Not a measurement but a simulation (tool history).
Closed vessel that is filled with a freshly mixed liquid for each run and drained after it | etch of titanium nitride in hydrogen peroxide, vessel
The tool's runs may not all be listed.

run,hour,temperature setpoint of the liquid (°C),concentration of hydrogen peroxide in the mixed liquid (% by weight),time in the liquid (s),thickness taken off the titanium nitride on a monitor wafer (Å)
1,0,55,23,575,214.93
2,1.3,55,23,615,229.84
3,4.5,55.5,23,615,237.59
4,6.3,55.5,20,615,232.02
5,15.1,49.5,20,615,150.77
6,20.9,49.5,24,615,157.7
7,22.9,50.5,24,615,167.69
8,28.3,51.5,24,615,178.9
9,33.7,52,24,615,187.82
10,34.7,52.5,24,615,193.73
11,35.9,53,24,615,200.58
12,39.6,53.5,24,615,207.82
13,47.1,54,24,615,216.48

Estimate the outcome of run 14 from the log above:
14,53.1,54.5,24,615,?

thickness taken off the titanium nitride on a monitor wafer (Å): 224.06

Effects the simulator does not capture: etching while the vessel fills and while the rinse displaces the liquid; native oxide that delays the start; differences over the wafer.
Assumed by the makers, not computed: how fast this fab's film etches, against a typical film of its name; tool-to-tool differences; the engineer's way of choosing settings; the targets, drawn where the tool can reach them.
